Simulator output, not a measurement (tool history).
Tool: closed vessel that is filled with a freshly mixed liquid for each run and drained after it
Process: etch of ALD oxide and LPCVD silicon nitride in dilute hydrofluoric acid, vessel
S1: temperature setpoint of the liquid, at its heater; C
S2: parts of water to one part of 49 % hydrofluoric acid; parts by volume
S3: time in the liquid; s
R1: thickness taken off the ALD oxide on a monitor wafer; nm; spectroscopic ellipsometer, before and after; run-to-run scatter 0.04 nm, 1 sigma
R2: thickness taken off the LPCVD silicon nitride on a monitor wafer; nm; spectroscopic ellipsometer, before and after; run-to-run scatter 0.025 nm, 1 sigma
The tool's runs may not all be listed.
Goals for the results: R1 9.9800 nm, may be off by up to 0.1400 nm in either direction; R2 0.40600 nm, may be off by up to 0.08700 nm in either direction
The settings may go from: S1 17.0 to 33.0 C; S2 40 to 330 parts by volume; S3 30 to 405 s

run  hour    S1   S2   S3       R1       R2
  1   0.0  25.0  185  205  16.6240  0.57224
  2   1.5  22.5  200  205  13.7220  0.45725
  3   7.2  21.0  210  205  12.2670  0.38659
  4  11.0  19.5  210  205  11.5790  0.38765
  5  15.6  18.5  215  205  10.8400  0.35256
  6  20.6  18.0  215  205  10.6140  0.33916
  7  25.9  17.5  220  205  10.0750  0.30263
  8  30.2  18.0  225  205  10.0240  0.29912
  9  37.8  18.5  230  205   9.9861  0.35037
 10  39.5  19.0  235  205   9.9731  0.33006
 11  47.2  19.5  240  205   9.8189  0.31394

4 next moves are on the table. One of them brings every result within its allowed miss. Which?
  A  54.9  27.0  295  205   ?   ?
  B  54.9  21.0  290  235   ?   ?
  C  54.9  21.5  265  210   ?   ?
  D  54.9  19.5  215  175   ?   ?

move      R1       R2
   A  9.8918  0.40013
   B  9.4019  0.32318
   C  9.5848  0.32544
   D  9.5790  0.29213
A: meets every target
B: lands further from the targets than the last run did
C: lands further from the targets than the last run did
D: lands further from the targets than the last run did
So the answer is move A, the one that meets all the targets.
